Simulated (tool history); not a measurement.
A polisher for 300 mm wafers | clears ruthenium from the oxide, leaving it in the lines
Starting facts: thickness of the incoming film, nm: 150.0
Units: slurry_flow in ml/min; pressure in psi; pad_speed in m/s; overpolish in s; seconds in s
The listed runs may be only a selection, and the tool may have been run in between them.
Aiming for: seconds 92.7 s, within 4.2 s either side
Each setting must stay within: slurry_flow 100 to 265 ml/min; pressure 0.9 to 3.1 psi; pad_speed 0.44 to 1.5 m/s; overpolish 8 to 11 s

run	hour	slurry_flow	pressure	pad_speed	overpolish	seconds
1	0	170	2	0.96	11	141.41
2	4.7	170	2	0.96	8	139.07
3	9.3	170	2.2	0.96	8	133.27
4	13.2	170	2.4	0.98	8	121.08
5	16.5	170	2.4	0.78	8	146.48
6	22.9	175	2.6	0.82	8	130.26
7	31	175	2.7	0.86	8	121.54
8	35.2	175	2.8	0.9	8	114.01
9	42	175	2.9	0.92	8	109.51
10	43.2	175	3	0.94	8	103
11	44.6	175	3	0.96	8	101.66
12	49.2	175	3	0.98	8	101.17

4 next moves are on the table. One of them brings every result within its allowed miss. Which?
A	53.8	135	2.7	1.06	11	?
B	53.8	170	3.1	0.84	8	?
C	53.8	195	2.7	1	8	?
D	53.8	165	3.1	1.04	11	?

move	seconds
A	108.58
B	113.45
C	106.86
D	94.934
A: its largest miss is bigger than the last run's
B: its largest miss is bigger than the last run's
C: its largest miss is bigger than the last run's
D: all results in spec
So the answer is move D, the one that meets all the targets.
